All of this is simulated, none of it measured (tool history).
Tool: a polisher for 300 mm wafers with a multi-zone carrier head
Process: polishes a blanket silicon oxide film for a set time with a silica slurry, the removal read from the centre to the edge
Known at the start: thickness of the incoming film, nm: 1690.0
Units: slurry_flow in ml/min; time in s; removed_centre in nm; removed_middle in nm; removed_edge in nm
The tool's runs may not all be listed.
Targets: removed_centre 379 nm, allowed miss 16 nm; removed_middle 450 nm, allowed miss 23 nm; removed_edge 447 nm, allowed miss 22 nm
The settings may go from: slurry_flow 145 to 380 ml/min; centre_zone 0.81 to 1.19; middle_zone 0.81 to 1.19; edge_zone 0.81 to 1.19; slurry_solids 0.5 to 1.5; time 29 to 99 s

Run 1, day 0: slurry_flow 245 ml/min, centre_zone 1, middle_zone 1, edge_zone 1, slurry_solids 1, time 64 s. Result: removed_centre 349.41 nm, removed_middle 342.47 nm, removed_edge 340.92 nm.
Run 2, day 0.342: slurry_flow 245 ml/min, centre_zone 0.96, middle_zone 1.02, edge_zone 1.04, slurry_solids 1.1, time 65 s. Result: removed_centre 360.87 nm, removed_middle 376.73 nm, removed_edge 386.87 nm.
Run 3, day 0.571: slurry_flow 245 ml/min, centre_zone 0.96, middle_zone 0.95, edge_zone 1.04, slurry_solids 1.1, time 65 s. Result: removed_centre 359.83 nm, removed_middle 362.84 nm, removed_edge 380.8 nm.
Run 4, day 0.771: slurry_flow 250 ml/min, centre_zone 0.94, middle_zone 1, edge_zone 1.05, slurry_solids 1.15, time 65 s. Result: removed_centre 353.55 nm, removed_middle 370.94 nm, removed_edge 383.74 nm.
Run 5, day 0.938: slurry_flow 250 ml/min, centre_zone 0.93, middle_zone 1.04, edge_zone 1.06, slurry_solids 1.25, time 66 s. Result: removed_centre 375.92 nm, removed_middle 410.42 nm, removed_edge 411.07 nm.
Run 6, day 1.15: slurry_flow 250 ml/min, centre_zone 0.93, middle_zone 1.04, edge_zone 1.06, slurry_solids 1.1, time 66 s. Result: removed_centre 348.65 nm, removed_middle 387.17 nm, removed_edge 393.23 nm.
Run 7, day 1.346: slurry_flow 250 ml/min, centre_zone 0.93, middle_zone 1.07, edge_zone 1.08, slurry_solids 1.15, time 66 s. Result: removed_centre 365.31 nm, removed_middle 399.73 nm, removed_edge 397.37 nm.
Run 8, day 1.442: slurry_flow 250 ml/min, centre_zone 0.91, middle_zone 1.08, edge_zone 1.09, slurry_solids 1.2, time 66 s. Result: removed_centre 359.01 nm, removed_middle 415.76 nm, removed_edge 413.48 nm.
Run 9, day 1.7: slurry_flow 250 ml/min, centre_zone 0.91, middle_zone 1.09, edge_zone 1.11, slurry_solids 1.25, time 66 s. Result: removed_centre 361.09 nm, removed_middle 434.37 nm, removed_edge 428.37 nm.

5 next moves are on the table. One of them brings every result within its allowed miss. Which?
Run A, day 1.958: slurry_flow 245 ml/min, centre_zone 0.87, middle_zone 1.15, edge_zone 1.11, slurry_solids 1.15, time 67 s. Result: removed_centre ?, removed_middle ?, removed_edge ?.
Run B, day 1.958: slurry_flow 300 ml/min, centre_zone 0.9, middle_zone 1.08, edge_zone 1.14, slurry_solids 1.2, time 70 s. Result: removed_centre ?, removed_middle ?, removed_edge ?.
Run C, day 1.958: slurry_flow 345 ml/min, centre_zone 1, middle_zone 1.19, edge_zone 0.88, slurry_solids 1.45, time 63 s. Result: removed_centre ?, removed_middle ?, removed_edge ?.
Run D, day 1.958: slurry_flow 350 ml/min, centre_zone 0.92, middle_zone 1.19, edge_zone 0.93, slurry_solids 1.45, time 62 s. Result: removed_centre ?, removed_middle ?, removed_edge ?.
Run E, day 1.958: slurry_flow 260 ml/min, centre_zone 0.85, middle_zone 1.19, edge_zone 1.02, slurry_solids 1.5, time 67 s. Result: removed_centre ?, removed_middle ?, removed_edge ?.

move  removed_centre  removed_middle  removed_edge
   A          348.76          448.91        414.13
   B          391.12          460.44         453.4
   C          431.08          495.12        394.34
   D          390.44          487.89        398.35
   E          386.22          523.93        449.11
A: further off than the last run
B: meets every target
C: takes the result that was furthest off past its target
D: brings the result that was furthest off to its target, and leaves another outside
E: brings the result that was furthest off to its target, and leaves another outside
The right move is B.
